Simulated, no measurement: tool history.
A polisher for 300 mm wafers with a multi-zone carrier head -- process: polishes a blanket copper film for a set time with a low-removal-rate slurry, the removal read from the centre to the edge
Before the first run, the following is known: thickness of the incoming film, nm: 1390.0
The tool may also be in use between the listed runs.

run  hour  flow of slurry (ml/min)  pressure of the head's centre zone  pressure of the head's middle zone  pressure of the head's edge zone  abrasive content of the slurry  polishing time (s)  film removed at the wafer's centre (nm)  film removed at mid-radius (nm)  film removed at the wafer's edge (nm)
  1   0.0                      300                                1.00                                1.00                              1.00                             1.0                  81                                   261.97                           262.92                                 261.84
  2   7.3                      300                                0.92                                1.00                              1.00                             1.0                  81                                   240.96                           261.16                                 262.60
  3  15.7                      300                                0.92                                1.00                              1.00                             1.1                  81                                   243.28                           266.96                                 267.11
  4  24.5                      300                                0.92                                1.00                              1.00                             1.1                  89                                   269.72                           297.61                                 296.11
  5  26.0                      300                                0.92                                1.00                              0.91                             1.1                  89                                   273.37                           292.43                                 279.58
  6  33.7                      300                                0.92                                1.00                              0.91                             1.1                 101                                   304.97                           333.51                                 323.52
  7  39.7                      300                                0.91                                1.01                              0.90                             1.0                  98                                   293.67                           327.20                                 303.65

Expected results for the next run?
  8  46.8                      290                                0.89                                1.01                              0.89                             0.9                  95                                        ?                                ?                                      ?

{"run 8": {"film removed at the wafer's centre (nm)": 273.48, "film removed at mid-radius (nm)": 303.54, "film removed at the wafer's edge (nm)": 289.12}}
